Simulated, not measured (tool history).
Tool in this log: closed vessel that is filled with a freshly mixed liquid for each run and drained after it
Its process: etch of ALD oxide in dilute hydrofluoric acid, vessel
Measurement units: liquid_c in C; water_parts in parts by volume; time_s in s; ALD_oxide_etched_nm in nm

run  hour  liquid_c  water_parts  time_s  ALD_oxide_etched_nm
  1   0.0      26.0          140      45               7.6990
  2   7.9      28.5          140      45               8.4128
  3  16.3      30.0          140      45               8.8735
  4  19.7      30.0          160      45               7.5954
  5  24.4      30.0          160      45               7.5819
  6  31.2      30.0          160      45               7.4326

Run 7 has not been measured yet. What should we expect?
  7  33.5      30.5          155      45                    ?

Run 7 produced ALD_oxide_etched_nm 8.0013 nm.
